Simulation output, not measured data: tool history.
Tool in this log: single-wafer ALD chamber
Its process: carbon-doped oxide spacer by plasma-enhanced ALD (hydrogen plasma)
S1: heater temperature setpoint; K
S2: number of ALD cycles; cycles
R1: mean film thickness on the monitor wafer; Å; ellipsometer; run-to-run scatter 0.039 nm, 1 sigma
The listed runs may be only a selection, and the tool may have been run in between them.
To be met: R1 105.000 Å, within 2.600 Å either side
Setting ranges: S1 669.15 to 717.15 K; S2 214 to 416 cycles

| run | hour | S1 | S2 | R1 |
|---|---|---|---|---|
| 1 | 0.0 | 693.15 | 315 | 145.100 |
| 2 | 3.1 | 694.15 | 305 | 141.320 |
| 3 | 6.0 | 694.15 | 349 | 161.560 |
| 4 | 11.6 | 694.15 | 333 | 153.760 |
| 5 | 16.3 | 694.15 | 377 | 173.300 |
| 6 | 20.2 | 702.15 | 377 | 170.860 |
| 7 | 26.4 | 703.15 | 359 | 162.510 |
| 8 | 33.6 | 704.15 | 343 | 154.150 |
| 9 | 35.0 | 714.15 | 293 | 127.160 |
| 10 | 43.7 | 714.15 | 286 | 123.990 |
| 11 | 49.6 | 714.15 | 280 | 121.920 |
| 12 | 52.5 | 714.15 | 275 | 119.200 |
| 13 | 59.8 | 717.15 | 232 | 99.815 |

Below are 5 possible settings for the next run. Only one of them brings all results inside the allowed miss of their targets. Which is it?
| A | 67.1 | 712.15 | 226 | ? |
| B | 67.1 | 715.15 | 230 | ? |
| C | 67.1 | 717.15 | 223 | ? |
| D | 67.1 | 716.15 | 225 | ? |
| E | 67.1 | 705.15 | 233 | ? |

| move | R1 |
|---|---|
| A | 99.434 |
| B | 100.290 |
| C | 96.659 |
| D | 97.819 |
| E | 104.640 |
A: further off than the last run
B: an improvement on the last run, though not all results are within tolerance
C: further off than the last run
D: further off than the last run
E: all results in spec
So the answer is move E, the one that meets all the targets.
